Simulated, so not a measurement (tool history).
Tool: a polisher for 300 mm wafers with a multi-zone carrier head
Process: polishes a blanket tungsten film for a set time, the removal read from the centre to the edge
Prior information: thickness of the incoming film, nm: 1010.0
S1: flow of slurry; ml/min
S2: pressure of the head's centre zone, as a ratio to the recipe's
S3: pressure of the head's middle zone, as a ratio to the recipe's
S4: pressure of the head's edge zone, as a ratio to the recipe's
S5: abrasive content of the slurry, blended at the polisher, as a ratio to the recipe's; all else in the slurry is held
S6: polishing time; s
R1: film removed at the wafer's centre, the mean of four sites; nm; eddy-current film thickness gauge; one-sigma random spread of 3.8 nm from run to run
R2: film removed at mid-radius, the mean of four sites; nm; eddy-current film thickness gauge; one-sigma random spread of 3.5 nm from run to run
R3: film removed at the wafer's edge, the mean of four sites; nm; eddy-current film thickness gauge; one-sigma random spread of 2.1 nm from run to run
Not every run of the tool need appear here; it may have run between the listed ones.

run,hour,S1,S2,S3,S4,S5,S6,R1,R2,R3
1,0.0,315,1.00,1.00,1.00,1.00,54,284.32,293.72,292.99
2,1.0,320,1.00,1.01,1.03,1.05,54,295.62,295.82,303.28
3,8.3,325,0.99,1.02,1.05,1.05,54,284.71,295.68,305.38
4,10.0,330,0.99,1.03,1.07,1.10,54,289.73,306.71,310.66
5,16.6,335,0.99,1.03,1.09,1.10,54,282.54,306.70,312.13
6,23.7,335,0.99,0.97,1.09,1.10,54,287.01,291.34,313.54

Expected results for the next run?
7,32.1,340,1.00,0.98,1.10,1.15,54,?,?,?

Run 7 came out at R1 296.11 nm, R2 299.17 nm, R3 318.69 nm.
